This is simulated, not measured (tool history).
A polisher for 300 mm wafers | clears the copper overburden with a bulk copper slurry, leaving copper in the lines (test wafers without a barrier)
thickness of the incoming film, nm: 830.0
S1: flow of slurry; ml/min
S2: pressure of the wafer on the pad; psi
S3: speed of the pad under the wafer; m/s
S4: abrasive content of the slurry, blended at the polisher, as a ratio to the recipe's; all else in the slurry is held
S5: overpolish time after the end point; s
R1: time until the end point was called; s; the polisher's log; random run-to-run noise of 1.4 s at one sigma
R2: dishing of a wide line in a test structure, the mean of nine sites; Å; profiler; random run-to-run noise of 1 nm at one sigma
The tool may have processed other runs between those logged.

run  hour   S1   S2    S3    S4  S5      R1      R2
  1     0  295  1.7  1.14     1  19  134.04  639.45
  2   6.8  360  1.7  1.14     1  19  129.61  617.73
  3  12.2  360  1.7  1.14   0.9  19  135.96  619.51
  4  15.8  360  1.7  1.14     1  19  131.95  621.95
  5  17.3  360  1.7  1.14  0.85  19  137.83  611.22
  6  21.2  360  1.7  1.14  1.05  19  126.51  641.73
  7    27  360  1.8  1.14  1.05  21  125.02  685.49

Run 8 has not been measured yet. What should we expect?
  8  34.4  360  1.9  1.14  1.05  21   ?   ?

{"run 8": {"R1": 115.59, "R2": 707.89}}
